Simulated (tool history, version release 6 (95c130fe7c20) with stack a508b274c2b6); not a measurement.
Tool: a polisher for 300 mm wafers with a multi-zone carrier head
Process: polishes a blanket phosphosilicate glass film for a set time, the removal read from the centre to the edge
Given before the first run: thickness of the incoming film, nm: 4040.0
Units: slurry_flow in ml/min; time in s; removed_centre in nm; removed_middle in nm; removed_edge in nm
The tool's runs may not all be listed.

{"run": 1, "day": 0.0, "slurry_flow": 215, "centre_zone": 1.0, "middle_zone": 1.0, "edge_zone": 1.0, "slurry_solids": 1.0, "time": 39, "removed_centre": 319.21, "removed_middle": 305.1, "removed_edge": 299.09}
{"run": 2, "day": 0.167, "slurry_flow": 215, "centre_zone": 1.0, "middle_zone": 1.0, "edge_zone": 0.95, "slurry_solids": 1.0, "time": 39, "removed_centre": 323.65, "removed_middle": 307.01, "removed_edge": 293.32}
{"run": 3, "day": 0.196, "slurry_flow": 210, "centre_zone": 0.99, "middle_zone": 0.98, "edge_zone": 0.94, "slurry_solids": 0.95, "time": 39, "removed_centre": 305.58, "removed_middle": 300.48, "removed_edge": 278.12}
{"run": 4, "day": 0.512, "slurry_flow": 210, "centre_zone": 0.95, "middle_zone": 0.98, "edge_zone": 0.94, "slurry_solids": 0.95, "time": 39, "removed_centre": 295.54, "removed_middle": 300.33, "removed_edge": 279.1}
{"run": 5, "day": 0.875, "slurry_flow": 210, "centre_zone": 0.95, "middle_zone": 0.98, "edge_zone": 0.94, "slurry_solids": 0.95, "time": 30, "removed_centre": 224.52, "removed_middle": 230.55, "removed_edge": 220.51}
{"run": 6, "day": 1.212, "slurry_flow": 210, "centre_zone": 0.95, "middle_zone": 0.98, "edge_zone": 0.91, "slurry_solids": 0.95, "time": 30, "removed_centre": 227.26, "removed_middle": 227.11, "removed_edge": 214.81}
{"run": 7, "day": 1.325, "slurry_flow": 220, "centre_zone": 0.98, "middle_zone": 1.0, "edge_zone": 0.94, "slurry_solids": 1.0, "time": 30, "removed_centre": 240.77, "removed_middle": 240.65, "removed_edge": 226.01}
{"run": 8, "day": 1.517, "slurry_flow": 265, "centre_zone": 1.08, "middle_zone": 0.98, "edge_zone": 1.04, "slurry_solids": 1.1, "time": 30, "removed_centre": 288.39, "removed_middle": 252.3, "removed_edge": 244.86}
{"run": 9, "day": 1.808, "slurry_flow": 265, "centre_zone": 1.08, "middle_zone": 0.98, "edge_zone": 1.06, "slurry_solids": 1.1, "time": 30, "removed_centre": 279.51, "removed_middle": 249.38, "removed_edge": 248.58}
{"run": 10, "day": 1.958, "slurry_flow": 265, "centre_zone": 1.08, "middle_zone": 0.98, "edge_zone": 1.07, "slurry_solids": 1.1, "time": 30, "removed_centre": 279.36, "removed_middle": 256.3, "removed_edge": 252.08}
{"run": 11, "day": 2.15, "slurry_flow": 265, "centre_zone": 1.09, "middle_zone": 0.98, "edge_zone": 1.08, "slurry_solids": 1.1, "time": 30, "removed_centre": 283.02, "removed_middle": 252.45, "removed_edge": 249.54}

Run 12 is up next; what results do you expect?
{"run": 12, "day": 2.4, "slurry_flow": 265, "centre_zone": 1.09, "middle_zone": 0.98, "edge_zone": 1.08, "slurry_solids": 1.1, "time": 30, "removed_centre": "?", "removed_middle": "?", "removed_edge": "?"}

{"run 12": {"removed_centre": 281.41, "removed_middle": 250.23, "removed_edge": 251.66}}

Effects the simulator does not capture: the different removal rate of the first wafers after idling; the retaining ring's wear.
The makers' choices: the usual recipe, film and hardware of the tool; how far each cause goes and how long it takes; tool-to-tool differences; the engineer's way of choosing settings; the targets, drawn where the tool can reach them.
